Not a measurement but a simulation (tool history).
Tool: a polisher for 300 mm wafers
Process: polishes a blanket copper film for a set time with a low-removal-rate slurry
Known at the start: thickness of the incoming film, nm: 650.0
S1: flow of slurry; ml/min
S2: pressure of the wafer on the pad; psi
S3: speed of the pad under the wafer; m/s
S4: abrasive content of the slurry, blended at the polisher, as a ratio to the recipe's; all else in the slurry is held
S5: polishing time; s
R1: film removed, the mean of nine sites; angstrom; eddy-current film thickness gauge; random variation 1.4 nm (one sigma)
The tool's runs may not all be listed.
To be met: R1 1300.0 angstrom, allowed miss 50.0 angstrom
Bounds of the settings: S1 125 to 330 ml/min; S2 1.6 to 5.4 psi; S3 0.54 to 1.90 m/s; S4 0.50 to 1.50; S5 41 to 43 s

run,hour,S1,S2,S3,S4,S5,R1
1,0.0,210,3.5,1.22,1.00,41,1737.9
2,4.5,180,3.5,1.22,1.00,41,1692.7
3,9.0,180,3.5,1.22,1.10,41,1713.0
4,11.7,140,3.5,1.22,1.10,41,1668.5
5,20.5,140,3.5,1.22,0.90,41,1592.1
6,22.8,140,3.5,1.40,0.90,41,1809.2
7,27.5,140,3.2,1.40,0.90,41,1669.4
8,30.5,140,3.0,1.40,0.90,41,1547.0
9,36.9,140,2.9,1.40,0.90,41,1559.6
10,42.3,140,2.9,1.40,0.90,41,1486.5
11,51.0,140,2.8,1.40,0.90,41,1480.2
12,54.6,140,2.7,1.40,0.90,41,1421.8
13,58.8,140,2.6,1.40,0.90,41,1399.4

4 next moves are on the table. One of them brings every result within its allowed miss. Which?
A,63.0,125,2.3,1.34,1.00,41,?
B,63.0,125,2.4,1.54,0.70,41,?
C,63.0,180,2.1,1.44,0.90,41,?
D,63.0,135,2.2,1.42,0.95,41,?

move,R1
A,1187.2
B,1310.1
C,1210.6
D,1208.3
A: takes the result that was furthest off past its target
B: meets every target
C: takes the result that was furthest off past its target
D: takes the result that was furthest off past its target
Answer: B

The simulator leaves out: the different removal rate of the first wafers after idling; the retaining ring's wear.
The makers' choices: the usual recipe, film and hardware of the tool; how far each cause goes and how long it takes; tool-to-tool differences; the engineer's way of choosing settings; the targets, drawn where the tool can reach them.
